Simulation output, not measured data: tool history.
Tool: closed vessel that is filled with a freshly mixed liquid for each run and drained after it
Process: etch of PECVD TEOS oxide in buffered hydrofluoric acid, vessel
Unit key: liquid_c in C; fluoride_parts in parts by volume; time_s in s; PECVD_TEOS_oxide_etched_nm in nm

run  hour  liquid_c  fluoride_parts  time_s  PECVD_TEOS_oxide_etched_nm
  1     0        23              20      30                       38.79
  2   4.4        22              20      30                      37.202
  3   6.9        22            17.5      30                       42.37
  4   9.9        22            17.5      30                       41.49
  5  17.4      23.5            17.5      30                      45.572
  6  19.7      23.5            17.5      30                      45.762
  7  25.6      22.5            17.5      30                      43.623

Run 8 is up next; what results do you expect?
  8  34.4      21.5              18      30                           ?

PECVD_TEOS_oxide_etched_nm: 39.833 nm
